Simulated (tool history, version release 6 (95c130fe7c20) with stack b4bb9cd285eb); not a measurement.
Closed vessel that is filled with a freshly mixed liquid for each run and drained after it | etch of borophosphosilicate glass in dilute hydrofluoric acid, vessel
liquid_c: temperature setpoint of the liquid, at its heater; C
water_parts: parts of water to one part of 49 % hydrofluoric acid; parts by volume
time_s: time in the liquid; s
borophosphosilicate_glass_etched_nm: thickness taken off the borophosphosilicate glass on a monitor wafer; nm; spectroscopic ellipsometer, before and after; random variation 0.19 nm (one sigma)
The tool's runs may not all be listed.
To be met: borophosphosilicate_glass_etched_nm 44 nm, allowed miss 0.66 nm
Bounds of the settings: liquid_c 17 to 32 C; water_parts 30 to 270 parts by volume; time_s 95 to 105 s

run	day	liquid_c	water_parts	time_s	borophosphosilicate_glass_etched_nm
1	0	24	150	95	26.694
2	0.096	25	145	95	28.882
3	0.312	25	145	105	32.003
4	0.421	25	165	105	27.619
5	0.592	27	165	105	29.467
6	0.938	27.5	160	105	31.376
7	1.054	28	155	105	32.915
8	1.267	28.5	150	105	35.02
9	1.396	32	135	105	45.014

4 next moves are on the table. One of them brings every result within its allowed miss. Which?
A	1.525	29	120	105	?
B	1.525	31.5	125	95	?
C	1.525	31	120	95	?
D	1.525	30	125	105	?

move	borophosphosilicate_glass_etched_nm
A	46.32
B	43.795
C	45.114
D	45.831
A: further off than the last run
B: meets every target
C: further off than the last run
D: further off than the last run
Answer: B
